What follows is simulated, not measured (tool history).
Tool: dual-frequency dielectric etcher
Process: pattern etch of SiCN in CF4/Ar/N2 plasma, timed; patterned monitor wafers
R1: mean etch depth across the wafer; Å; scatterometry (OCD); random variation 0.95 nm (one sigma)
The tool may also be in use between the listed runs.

{"run": 1, "hour": 0.0, "source power (W)": 560, "bias power (W)": 63, "Ar flow (sccm)": 99, "CF4 flow (sccm)": 65, "etch time (s)": 177.0, "R1": 1894.1}
{"run": 2, "hour": 7.4, "source power (W)": 570, "bias power (W)": 63, "Ar flow (sccm)": 99, "CF4 flow (sccm)": 65, "etch time (s)": 177.0, "R1": 1951.4}
{"run": 3, "hour": 15.3, "source power (W)": 570, "bias power (W)": 63, "Ar flow (sccm)": 90, "CF4 flow (sccm)": 65, "etch time (s)": 177.0, "R1": 1972.1}
{"run": 4, "hour": 17.8, "source power (W)": 520, "bias power (W)": 63, "Ar flow (sccm)": 90, "CF4 flow (sccm)": 65, "etch time (s)": 177.0, "R1": 1769.6}
{"run": 5, "hour": 18.4, "source power (W)": 520, "bias power (W)": 63, "Ar flow (sccm)": 90, "CF4 flow (sccm)": 65, "etch time (s)": 177.0, "R1": 1802.9}
{"run": 6, "hour": 26.8, "source power (W)": 530, "bias power (W)": 63, "Ar flow (sccm)": 90, "CF4 flow (sccm)": 65, "etch time (s)": 177.0, "R1": 1844.4}
{"run": 7, "hour": 29.5, "source power (W)": 540, "bias power (W)": 63, "Ar flow (sccm)": 90, "CF4 flow (sccm)": 65, "etch time (s)": 177.0, "R1": 1862.4}
{"run": 8, "hour": 37.9, "source power (W)": 550, "bias power (W)": 63, "Ar flow (sccm)": 90, "CF4 flow (sccm)": 65, "etch time (s)": 177.0, "R1": 1905.9}

Forecast run 9:
{"run": 9, "hour": 42.1, "source power (W)": 550, "bias power (W)": 63, "Ar flow (sccm)": 90, "CF4 flow (sccm)": 65, "etch time (s)": 177.0, "R1": "?"}

R1: 1899.6 Å
